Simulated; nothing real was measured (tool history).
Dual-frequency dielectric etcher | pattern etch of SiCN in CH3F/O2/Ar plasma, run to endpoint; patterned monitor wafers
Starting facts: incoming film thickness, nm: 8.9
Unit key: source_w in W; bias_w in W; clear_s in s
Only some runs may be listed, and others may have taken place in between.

run,day,source_w,bias_w,clear_s
1,0.000,360,98,21.595
2,0.229,340,95,22.638
3,0.412,320,94,23.677
4,0.662,320,108,21.769
5,0.746,300,106,23.126
6,0.958,290,106,23.548

Estimate the outcome of run 7 from the log above:
7,1.329,280,106,?

clear_s: 23.991 s

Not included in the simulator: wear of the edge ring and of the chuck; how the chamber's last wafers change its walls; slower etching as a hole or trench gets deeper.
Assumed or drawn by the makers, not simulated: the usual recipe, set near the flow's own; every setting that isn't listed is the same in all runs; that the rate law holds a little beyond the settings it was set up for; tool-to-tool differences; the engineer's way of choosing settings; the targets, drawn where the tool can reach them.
